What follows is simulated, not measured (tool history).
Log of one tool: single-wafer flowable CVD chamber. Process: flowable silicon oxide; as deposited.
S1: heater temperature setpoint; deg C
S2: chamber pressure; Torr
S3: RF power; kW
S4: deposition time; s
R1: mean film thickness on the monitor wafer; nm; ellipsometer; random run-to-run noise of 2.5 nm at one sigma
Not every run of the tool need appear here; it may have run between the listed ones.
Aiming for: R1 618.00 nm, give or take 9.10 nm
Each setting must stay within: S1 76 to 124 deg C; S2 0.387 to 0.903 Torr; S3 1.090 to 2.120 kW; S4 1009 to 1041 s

run	day	S1	S2	S3	S4	R1
1	0.000	100	0.645	1.605	1009	438.55
2	0.358	100	0.645	1.740	1009	449.31
3	0.500	100	0.698	1.740	1009	480.82
4	0.579	100	0.751	1.740	1009	518.87
5	0.683	100	0.751	1.525	1009	503.35
6	1.021	99	0.751	1.525	1009	520.62
7	1.188	98	0.751	1.525	1009	542.33
8	1.429	97	0.751	1.525	1009	562.66
9	1.679	95	0.751	1.525	1009	604.79
10	2.017	94	0.751	1.525	1009	630.10
11	2.075	95	0.751	1.525	1009	606.89

Which of these 5 next moves meets every target?
A	2.133	99	0.839	1.500	1017	?
B	2.133	87	0.533	1.790	1041	?
C	2.133	94	0.714	1.475	1013	?
D	2.133	95	0.721	1.630	1009	?
E	2.133	96	0.775	1.430	1015	?

move	R1
A	584.91
B	622.95
C	595.10
D	593.26
E	593.74
A: its largest miss is bigger than the last run's
B: all results land within tolerance of their targets
C: its largest miss is bigger than the last run's
D: its largest miss is bigger than the last run's
E: its largest miss is bigger than the last run's
The move that meets every target is B.
